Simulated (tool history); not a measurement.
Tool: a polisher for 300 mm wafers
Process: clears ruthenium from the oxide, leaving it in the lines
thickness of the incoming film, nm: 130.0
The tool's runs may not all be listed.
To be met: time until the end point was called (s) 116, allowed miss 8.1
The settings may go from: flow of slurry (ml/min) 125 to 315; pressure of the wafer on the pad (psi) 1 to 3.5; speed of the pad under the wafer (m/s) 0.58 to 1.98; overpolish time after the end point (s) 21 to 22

run,hour,flow of slurry (ml/min),pressure of the wafer on the pad (psi),speed of the pad under the wafer (m/s),overpolish time after the end point (s),time until the end point was called (s)
1,0,205,2.2,1.28,21,73.728
2,0.9,205,2.1,1.28,21,77.163
3,4,205,2,1.28,21,76.753
4,7.6,205,2,1.28,22,80.421
5,10.9,205,1.9,1.28,22,82.08
6,18.8,205,1.8,1.26,22,88.667
7,23.8,205,1.7,1.26,22,95
8,29.8,205,1.5,1.24,22,103.63

Which of these 4 next moves meets every target?
A,35.8,155,1,1.3,22,?
B,35.8,195,1.5,1.08,22,?
C,35.8,205,1.4,1.36,22,?
D,35.8,170,1.1,1.26,22,?

move,time until the end point was called (s)
A,133.54
B,117.14
C,97.737
D,127.46
A: takes the result that was furthest off past its target
B: meets every target
C: further off than the last run
D: takes the result that was furthest off past its target
The right move is B.
